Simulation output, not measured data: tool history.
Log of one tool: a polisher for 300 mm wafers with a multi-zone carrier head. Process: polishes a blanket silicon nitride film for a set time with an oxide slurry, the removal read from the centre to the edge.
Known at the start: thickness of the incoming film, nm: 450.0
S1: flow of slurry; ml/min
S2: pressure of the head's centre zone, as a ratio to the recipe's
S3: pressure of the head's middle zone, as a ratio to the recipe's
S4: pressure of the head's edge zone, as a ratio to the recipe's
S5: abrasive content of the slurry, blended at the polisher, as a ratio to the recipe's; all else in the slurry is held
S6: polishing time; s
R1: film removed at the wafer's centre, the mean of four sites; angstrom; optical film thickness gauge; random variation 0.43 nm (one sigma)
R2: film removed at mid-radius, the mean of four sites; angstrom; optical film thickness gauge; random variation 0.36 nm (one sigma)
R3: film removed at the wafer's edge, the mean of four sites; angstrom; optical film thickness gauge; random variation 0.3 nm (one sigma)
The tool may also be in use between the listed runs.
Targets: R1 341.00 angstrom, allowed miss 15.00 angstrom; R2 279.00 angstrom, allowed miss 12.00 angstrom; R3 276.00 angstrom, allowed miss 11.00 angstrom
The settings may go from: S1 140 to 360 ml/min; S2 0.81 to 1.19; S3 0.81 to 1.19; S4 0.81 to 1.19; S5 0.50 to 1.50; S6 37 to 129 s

run  hour   S1    S2    S3    S4    S5  S6      R1      R2      R3
  1   0.0  230  1.00  1.00  1.00  1.00  83  405.53  398.94  398.78
  2   1.5  230  1.03  0.99  0.97  0.90  82  380.60  358.76  358.14
  3   6.0  230  1.05  0.98  0.94  0.85  82  363.50  338.16  333.69
  4   6.7  230  1.05  0.98  0.94  0.85  62  275.65  260.19  250.88
  5  15.7  230  1.05  0.98  0.94  0.85  79  357.91  325.59  318.08
  6  20.1  225  1.06  0.96  0.92  0.85  79  350.85  327.06  316.32
  7  21.0  230  1.08  0.95  0.92  0.80  79  343.43  297.01  301.87
  8  26.7  230  1.09  0.95  0.90  0.80  79  351.68  298.98  298.08
  9  29.2  210  1.09  0.91  0.83  0.70  79  300.19  251.56  248.45
 10  31.8  225  1.09  0.92  0.84  0.70  79  298.29  259.87  256.25
 11  34.5  230  1.11  0.93  0.85  0.70  79  305.16  260.56  255.93
 12  39.7  230  1.12  0.94  0.86  0.70  79  311.93  267.50  255.95
 13  40.6  235  1.13  0.94  0.87  0.70  79  313.92  260.10  257.44
 14  43.5  245  1.16  0.99  0.91  0.80  79  369.35  313.77  304.18
 15  49.0  245  1.16  0.97  0.89  0.80  79  371.01  311.15  301.57
 16  54.8  245  1.16  0.97  0.89  0.80  79  359.18  315.48  303.42
 17  61.3  230  1.16  0.96  0.88  0.80  79  363.57  305.09  293.67
 18  65.8  185  1.11  0.92  0.87  0.75  79  313.73  268.40  264.54
 19  66.8  190  1.12  0.92  0.87  0.75  79  327.54  265.30  270.30

5 next moves are on the table. One of them brings every result within its allowed miss. Which?
  A  67.8  235  1.00  0.99  0.83  0.95  63   ?   ?   ?
  B  67.8  260  1.15  0.93  0.88  0.75  78   ?   ?   ?
  C  67.8  210  1.14  1.01  0.81  0.75  74   ?   ?   ?
  D  67.8  190  1.08  1.08  0.81  0.95  64   ?   ?   ?
  E  67.8  180  1.10  0.90  0.93  0.65  90   ?   ?   ?

move      R1      R2      R3
   A  292.34  286.39  261.22
   B  344.73  278.97  273.86
   C  315.11  275.03  245.33
   D  311.10  302.79  256.77
   E  306.35  254.34  265.90
A: brings the result that was furthest off to its target, and leaves another outside
B: meets every target
C: brings the result that was furthest off to its target, and leaves another outside
D: takes the result that was furthest off past its target
E: further off than the last run
Answer: B
